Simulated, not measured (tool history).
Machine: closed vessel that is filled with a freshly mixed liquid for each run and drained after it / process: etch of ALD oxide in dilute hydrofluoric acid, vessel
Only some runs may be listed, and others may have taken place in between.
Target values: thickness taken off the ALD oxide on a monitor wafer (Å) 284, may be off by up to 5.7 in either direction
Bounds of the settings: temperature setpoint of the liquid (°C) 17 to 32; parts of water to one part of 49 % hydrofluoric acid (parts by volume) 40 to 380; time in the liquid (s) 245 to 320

run  hour  temperature setpoint of the liquid (°C)  parts of water to one part of 49 % hydrofluoric acid (parts by volume)  time in the liquid (s)  thickness taken off the ALD oxide on a monitor wafer (Å)
  1     0                                       24                                                                     210                     320                                                    246.95
  2   4.3                                     24.5                                                                     210                     320                                                    252.72
  3  10.9                                       25                                                                     210                     320                                                    257.45
  4  15.5                                     25.5                                                                     210                     320                                                    260.94
  5  23.6                                       26                                                                     210                     320                                                    265.28
  6    30                                       26                                                                     145                     320                                                    414.23
  7  31.6                                     24.5                                                                     145                     320                                                    394.23
  8  32.6                                     23.5                                                                     145                     320                                                    375.61
  9  40.8                                     22.5                                                                     145                     320                                                    366.56
 10  47.9                                     21.5                                                                     145                     320                                                    349.16
 11  50.1                                       21                                                                     145                     320                                                    342.21
 12  58.6                                     20.5                                                                     145                     320                                                    337.08
 13  67.6                                       17                                                                     155                     320                                                    271.76
 14  68.4                                     17.5                                                                     155                     320                                                     272.8

Below are 5 possible settings for the next run. Only one of them brings all results inside the allowed miss of their targets. Which is it?
  A  69.2                                       19                                                                     150                     270                                                         ?
  B  69.2                                     17.5                                                                     145                     295                                                         ?
  C  69.2                                       18                                                                     140                     285                                                         ?
  D  69.2                                     17.5                                                                     165                     320                                                         ?
  E  69.2                                     17.5                                                                     150                     285                                                         ?

move  thickness taken off the ALD oxide on a monitor wafer (Å)
   A                                                    255.04
   B                                                    272.61
   C                                                     279.8
   D                                                    254.85
   E                                                    253.34
A: the biggest miss grows against the last run
B: about the same distance from the targets as the last run
C: in spec on every target
D: the biggest miss grows against the last run
E: the biggest miss grows against the last run
The right move is C.

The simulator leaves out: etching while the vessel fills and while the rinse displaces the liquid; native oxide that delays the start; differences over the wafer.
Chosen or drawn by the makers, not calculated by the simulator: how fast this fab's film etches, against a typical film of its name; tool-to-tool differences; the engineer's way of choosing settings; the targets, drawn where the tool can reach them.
